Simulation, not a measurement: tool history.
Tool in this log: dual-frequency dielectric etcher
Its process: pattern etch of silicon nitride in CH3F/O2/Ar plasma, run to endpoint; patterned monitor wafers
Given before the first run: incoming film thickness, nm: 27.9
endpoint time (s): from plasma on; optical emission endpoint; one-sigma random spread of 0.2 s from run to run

run	hour	source power (W)	bias power (W)	endpoint time (s)
1	0	290	59	53.676
2	6.4	270	56	56.563
3	10.7	250	55	59.727
4	15.3	280	55	56.176
5	23.7	330	55	52.223
6	29	360	55	50.38
7	34.2	330	54	52.972
8	36.5	300	53	55.686
9	39.2	300	53	55.568
10	46.9	280	53	57.312

Run 11, settings as shown, results not yet in. Your forecast:
11	52.3	260	53	?

{"run 11": {"endpoint time (s)": 59.046}}

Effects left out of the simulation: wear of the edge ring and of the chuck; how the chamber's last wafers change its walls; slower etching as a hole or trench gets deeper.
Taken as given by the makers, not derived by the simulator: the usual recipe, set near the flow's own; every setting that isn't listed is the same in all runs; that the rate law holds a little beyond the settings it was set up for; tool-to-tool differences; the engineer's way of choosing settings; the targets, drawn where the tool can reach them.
